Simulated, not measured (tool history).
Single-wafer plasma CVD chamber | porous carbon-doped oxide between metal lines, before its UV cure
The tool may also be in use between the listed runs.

run  hour  heater temperature setpoint (°C)  RF power (kW)  deposition time (s)  mean film thickness on the monitor wafer (Å)
  1     0                               285          0.435                 19.5                                        959.95
  2   8.2                               285          0.435                 20.1                                        984.97
  3  12.2                               288           0.43                 20.1                                         962.2
  4  17.4                               288           0.43                 19.5                                        935.83
     23.1  -- thermocouple changed; heater temperature recalibrated
  5  23.1                               290           0.43                 19.5                                        947.52
  6  29.7                               282           0.43                 19.5                                         988.9

Run 7 has not been measured yet. What should we expect?
  7  36.6                               284           0.43                 19.5                                             ?

{"run 7": {"mean film thickness on the monitor wafer (Å)": 979.92}}
